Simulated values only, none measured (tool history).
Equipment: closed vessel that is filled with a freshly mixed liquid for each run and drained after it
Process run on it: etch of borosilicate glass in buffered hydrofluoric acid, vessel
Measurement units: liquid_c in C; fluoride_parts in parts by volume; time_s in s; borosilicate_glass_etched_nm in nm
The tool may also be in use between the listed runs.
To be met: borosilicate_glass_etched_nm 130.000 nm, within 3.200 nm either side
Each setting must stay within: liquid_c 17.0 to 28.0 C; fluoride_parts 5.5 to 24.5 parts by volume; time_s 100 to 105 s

run  hour  liquid_c  fluoride_parts  time_s  borosilicate_glass_etched_nm
  1   0.0      20.0            15.0     100                        65.472
  2   1.6      21.0            14.5     100                        71.651
  3   8.4      22.0            14.0     100                        79.439
  4  14.0      22.5            14.0     100                        80.226
  5  20.4      22.5            11.5     100                        99.043
  6  26.4      22.5            11.5     105                       102.060
  7  33.0      23.0            11.5     105                       105.640
  8  35.2      23.5            11.5     105                       108.060
  9  44.1      24.0            11.5     105                       111.790

Pick the move, out of 4, that brings all results within their allowed miss; only one does.
  A  53.0      24.5            12.5     105                             ?
  B  53.0      19.0             7.5     100                             ?
  C  53.0      21.5            10.0     100                             ?
  D  53.0      25.0            10.5     105                             ?

move  borosilicate_glass_etched_nm
   A                       104.840
   B                       119.640
   C                       105.900
   D                       127.910
A: lands further from the targets than the last run did
B: closer than the last run, but not yet in spec
C: lands further from the targets than the last run did
D: in spec on every target
Move D is the one to make.
